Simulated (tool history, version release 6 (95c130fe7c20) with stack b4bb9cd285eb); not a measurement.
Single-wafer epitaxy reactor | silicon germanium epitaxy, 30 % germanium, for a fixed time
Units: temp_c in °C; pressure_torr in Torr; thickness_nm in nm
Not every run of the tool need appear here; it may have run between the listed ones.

run	day	temp_c	pressure_torr	thickness_nm
1	0	615	16.4	74.444
2	0.362	615	17.8	77.363
3	0.542	615	16.7	75.215
4	0.912	615	14.1	68.111
5	1.067	612	14.1	64.677
6	1.296	612	16.7	70.71

Run 7 has not been measured yet. What should we expect?
7	1.629	609	16.7	?

Run 7 gave thickness_nm 67.21 nm.

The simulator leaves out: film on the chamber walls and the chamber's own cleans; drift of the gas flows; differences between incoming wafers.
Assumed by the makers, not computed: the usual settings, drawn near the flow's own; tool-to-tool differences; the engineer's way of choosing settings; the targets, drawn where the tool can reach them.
